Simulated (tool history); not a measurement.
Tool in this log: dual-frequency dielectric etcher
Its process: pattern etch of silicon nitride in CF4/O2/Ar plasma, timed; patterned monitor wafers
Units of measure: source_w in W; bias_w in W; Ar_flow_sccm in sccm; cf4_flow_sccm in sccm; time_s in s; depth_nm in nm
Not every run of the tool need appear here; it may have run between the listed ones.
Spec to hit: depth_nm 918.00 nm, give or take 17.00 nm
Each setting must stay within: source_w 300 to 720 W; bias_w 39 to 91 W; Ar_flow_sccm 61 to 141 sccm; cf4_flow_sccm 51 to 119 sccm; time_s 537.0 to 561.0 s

run 1 hour=0.0 | source_w=510 bias_w=65 Ar_flow_sccm=101 cf4_flow_sccm=85 time_s=537.0 | depth_nm=1195.70
run 2 hour=5.4 | source_w=510 bias_w=65 Ar_flow_sccm=94 cf4_flow_sccm=85 time_s=537.0 | depth_nm=1212.40
run 3 hour=10.2 | source_w=510 bias_w=76 Ar_flow_sccm=94 cf4_flow_sccm=85 time_s=537.0 | depth_nm=1323.10
run 4 hour=15.2 | source_w=510 bias_w=76 Ar_flow_sccm=94 cf4_flow_sccm=72 time_s=537.0 | depth_nm=1296.80
run 5 hour=17.4 | source_w=510 bias_w=76 Ar_flow_sccm=94 cf4_flow_sccm=63 time_s=537.0 | depth_nm=1276.40
run 6 hour=21.3 | source_w=510 bias_w=76 Ar_flow_sccm=94 cf4_flow_sccm=73 time_s=537.0 | depth_nm=1303.00
run 7 hour=30.1 | source_w=470 bias_w=76 Ar_flow_sccm=94 cf4_flow_sccm=73 time_s=537.0 | depth_nm=1232.60
run 8 hour=38.5 | source_w=370 bias_w=68 Ar_flow_sccm=97 cf4_flow_sccm=71 time_s=537.0 | depth_nm=985.05
run 9 hour=45.2 | source_w=360 bias_w=68 Ar_flow_sccm=97 cf4_flow_sccm=71 time_s=537.0 | depth_nm=971.67
run 10 hour=50.0 | source_w=350 bias_w=68 Ar_flow_sccm=97 cf4_flow_sccm=71 time_s=537.0 | depth_nm=962.08

5 candidate next runs follow, results not yet known. Just one meets every target within its allowed miss. Identify it.
run A hour=54.8 | source_w=340 bias_w=67 Ar_flow_sccm=89 cf4_flow_sccm=74 time_s=561.0 | depth_nm=?
run B hour=54.8 | source_w=380 bias_w=64 Ar_flow_sccm=93 cf4_flow_sccm=63 time_s=551.5 | depth_nm=?
run C hour=54.8 | source_w=330 bias_w=77 Ar_flow_sccm=87 cf4_flow_sccm=67 time_s=551.5 | depth_nm=?
run D hour=54.8 | source_w=370 bias_w=67 Ar_flow_sccm=104 cf4_flow_sccm=82 time_s=545.0 | depth_nm=?
run E hour=54.8 | source_w=350 bias_w=62 Ar_flow_sccm=115 cf4_flow_sccm=70 time_s=555.5 | depth_nm=?

move=A depth_nm=990.26
move=B depth_nm=994.29
move=C depth_nm=1028.30
move=D depth_nm=1006.80
move=E depth_nm=921.39
A: misses by more than the last run did
B: misses by more than the last run did
C: misses by more than the last run did
D: misses by more than the last run did
E: in spec on every target
So the answer is move E, the one that meets all the targets.
